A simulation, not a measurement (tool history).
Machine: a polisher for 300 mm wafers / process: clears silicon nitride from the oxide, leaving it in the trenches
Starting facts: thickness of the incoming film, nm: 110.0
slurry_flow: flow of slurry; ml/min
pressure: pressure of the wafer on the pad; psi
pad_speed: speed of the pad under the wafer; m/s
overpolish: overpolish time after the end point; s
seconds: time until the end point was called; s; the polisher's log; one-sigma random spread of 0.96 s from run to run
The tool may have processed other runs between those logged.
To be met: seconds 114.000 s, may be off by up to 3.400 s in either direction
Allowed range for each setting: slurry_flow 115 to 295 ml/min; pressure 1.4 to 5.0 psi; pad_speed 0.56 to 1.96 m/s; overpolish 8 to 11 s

run,hour,slurry_flow,pressure,pad_speed,overpolish,seconds
1,0.0,190,3.2,1.26,11,89.684
2,3.2,190,3.9,1.26,11,73.763
3,7.6,190,3.6,1.26,11,80.512
4,10.6,225,3.6,1.26,11,78.083
5,13.5,215,3.2,1.26,11,88.166
6,20.0,205,2.9,1.26,11,96.421
7,24.1,200,2.7,1.26,11,102.470
8,30.0,195,2.6,1.26,11,108.260
9,35.5,190,2.6,1.26,11,108.600
10,36.9,185,2.6,1.26,11,109.100
11,42.6,180,2.6,1.26,11,109.990

Exactly one of the 4 candidate moves below puts every result within its allowed miss. Which one?
A,48.3,170,2.9,1.10,11,?
B,48.3,205,2.9,1.16,8,?
C,48.3,215,2.8,1.22,11,?
D,48.3,195,2.7,1.30,11,?

move,seconds
A,116.240
B,107.240
C,104.970
D,103.640
A: every result within its allowed miss
B: lands further from the targets than the last run did
C: lands further from the targets than the last run did
D: lands further from the targets than the last run did
Go with A: it meets all targets.
